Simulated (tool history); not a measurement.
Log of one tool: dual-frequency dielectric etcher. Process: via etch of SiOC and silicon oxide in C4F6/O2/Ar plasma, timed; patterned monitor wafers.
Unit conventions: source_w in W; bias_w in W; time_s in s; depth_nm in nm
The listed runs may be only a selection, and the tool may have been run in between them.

run  hour  source_w  bias_w  time_s  depth_nm
  1     0       390     236    56.5    74.648
  2     1       390     218    56.5    72.634
  3   6.8       390     218    52.5    67.471
  4  13.7       390     260    52.5    72.733
  5  17.7       350     260    52.5    69.822
     26.1  -- bias power generator calibrated
  6  26.1       410     260    52.5    75.405
  7  32.4       410     260    52.5    75.356
  8  40.9       440     266    52.5    78.333
  9  41.5       460     274    52.5    80.508
 10  50.1       480     282      53    82.605

Estimate the outcome of run 11 from the log above:
 11  51.7       490     291    53.5         ?

{"run 11": {"depth_nm": 85.548}}
